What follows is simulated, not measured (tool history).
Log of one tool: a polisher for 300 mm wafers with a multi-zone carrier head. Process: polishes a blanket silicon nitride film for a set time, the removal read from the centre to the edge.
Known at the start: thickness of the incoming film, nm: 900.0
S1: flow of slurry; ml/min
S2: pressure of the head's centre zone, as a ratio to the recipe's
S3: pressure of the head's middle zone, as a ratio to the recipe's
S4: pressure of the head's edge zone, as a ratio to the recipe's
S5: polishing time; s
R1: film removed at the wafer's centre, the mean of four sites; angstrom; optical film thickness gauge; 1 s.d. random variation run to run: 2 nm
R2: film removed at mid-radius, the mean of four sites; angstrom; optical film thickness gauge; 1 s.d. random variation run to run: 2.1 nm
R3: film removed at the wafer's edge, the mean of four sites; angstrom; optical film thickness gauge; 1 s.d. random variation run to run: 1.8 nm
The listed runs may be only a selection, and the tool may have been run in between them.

run	day	S1	S2	S3	S4	S5	R1	R2	R3
1	0.000	185	1.00	1.00	1.00	81	1733.5	1705.5	1710.6
2	0.162	185	1.00	0.95	1.00	81	1707.8	1659.4	1696.3
3	0.454	185	1.00	0.95	1.00	97	2045.6	1966.5	2066.6
4	0.567	185	1.00	0.99	1.00	97	2058.0	2023.7	2027.9
5	0.771	185	1.03	0.99	1.00	97	2107.4	1971.0	2052.2
6	0.896	185	1.03	0.99	0.96	97	2097.7	2032.7	2025.4

What will run 7 give?
7	1.046	180	1.02	0.98	0.97	97	?	?	?

{"run 7": {"R1": 2086.9, "R2": 1979.8, "R3": 1993.6}}
